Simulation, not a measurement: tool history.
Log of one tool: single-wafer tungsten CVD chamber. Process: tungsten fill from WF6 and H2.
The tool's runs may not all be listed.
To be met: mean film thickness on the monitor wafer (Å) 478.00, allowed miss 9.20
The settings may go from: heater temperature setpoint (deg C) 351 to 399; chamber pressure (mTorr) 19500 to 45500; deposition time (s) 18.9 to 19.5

run,hour,heater temperature setpoint (deg C),chamber pressure (mTorr),deposition time (s),mean film thickness on the monitor wafer (Å)
1,0.0,375,32500,18.9,383.56
2,7.6,375,32500,18.9,383.22
3,13.7,382,32500,18.9,449.77
4,21.0,386,32500,18.9,487.22
5,29.1,386,32500,19.5,507.72
6,35.2,379,32500,19.5,433.82
7,37.3,380,32500,19.5,440.38
8,40.5,385,32600,19.5,492.89

5 next moves are on the table. One of them brings every result within its allowed miss. Which?
A,43.7,385,30700,19.5,?
B,43.7,390,29300,19.5,?
C,43.7,384,36800,19.2,?
D,43.7,385,34200,19.5,?
E,43.7,387,31800,19.5,?

move,mean film thickness on the monitor wafer (Å)
A,479.40
B,518.05
C,518.18
D,514.11
E,512.78
A: meets every target
B: further off than the last run
C: further off than the last run
D: further off than the last run
E: further off than the last run
Answer: A
